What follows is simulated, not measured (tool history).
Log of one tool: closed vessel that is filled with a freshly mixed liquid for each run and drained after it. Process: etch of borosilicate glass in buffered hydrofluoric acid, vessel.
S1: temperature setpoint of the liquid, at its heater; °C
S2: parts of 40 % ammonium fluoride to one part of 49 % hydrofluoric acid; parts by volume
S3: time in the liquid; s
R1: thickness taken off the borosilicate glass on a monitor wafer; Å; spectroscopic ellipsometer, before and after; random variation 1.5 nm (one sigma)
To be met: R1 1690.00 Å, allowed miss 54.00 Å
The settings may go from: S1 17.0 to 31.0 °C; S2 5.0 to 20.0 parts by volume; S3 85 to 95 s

Run 1, hour 0.0: S1 23.0 °C, S2 12.0 parts by volume, S3 85 s. Result: R1 830.56 Å.
Run 2, hour 8.3: S1 23.0 °C, S2 10.5 parts by volume, S3 85 s. Result: R1 937.78 Å.
Run 3, hour 12.3: S1 23.0 °C, S2 9.5 parts by volume, S3 85 s. Result: R1 1022.10 Å.
Run 4, hour 15.4: S1 24.0 °C, S2 9.5 parts by volume, S3 85 s. Result: R1 1087.00 Å.
Run 5, hour 18.7: S1 24.0 °C, S2 9.5 parts by volume, S3 85 s. Result: R1 1089.30 Å.
Run 6, hour 26.0: S1 24.0 °C, S2 8.0 parts by volume, S3 85 s. Result: R1 1263.10 Å.
Run 7, hour 29.8: S1 25.0 °C, S2 8.0 parts by volume, S3 85 s. Result: R1 1344.60 Å.
Run 8, hour 35.8: S1 25.5 °C, S2 8.0 parts by volume, S3 85 s. Result: R1 1373.40 Å.
Run 9, hour 40.4: S1 26.0 °C, S2 8.0 parts by volume, S3 85 s. Result: R1 1423.60 Å.
Run 10, hour 41.8: S1 26.5 °C, S2 8.0 parts by volume, S3 85 s. Result: R1 1466.10 Å.

Which of these 5 next moves meets every target?
Run A, hour 43.2: S1 25.5 °C, S2 7.0 parts by volume, S3 85 s. Result: R1 ?.
Run B, hour 43.2: S1 29.5 °C, S2 9.0 parts by volume, S3 95 s. Result: R1 ?.
Run C, hour 43.2: S1 26.5 °C, S2 8.5 parts by volume, S3 85 s. Result: R1 ?.
Run D, hour 43.2: S1 23.0 °C, S2 8.0 parts by volume, S3 85 s. Result: R1 ?.
Run E, hour 43.2: S1 28.0 °C, S2 8.0 parts by volume, S3 85 s. Result: R1 ?.

move       R1
   A  1573.90
   B  1643.90
   C  1339.50
   D  1189.20
   E  1548.90
A: nearer than the last run, and not there yet
B: meets every target
C: further off than the last run
D: further off than the last run
E: nearer than the last run, and not there yet
Answer: B
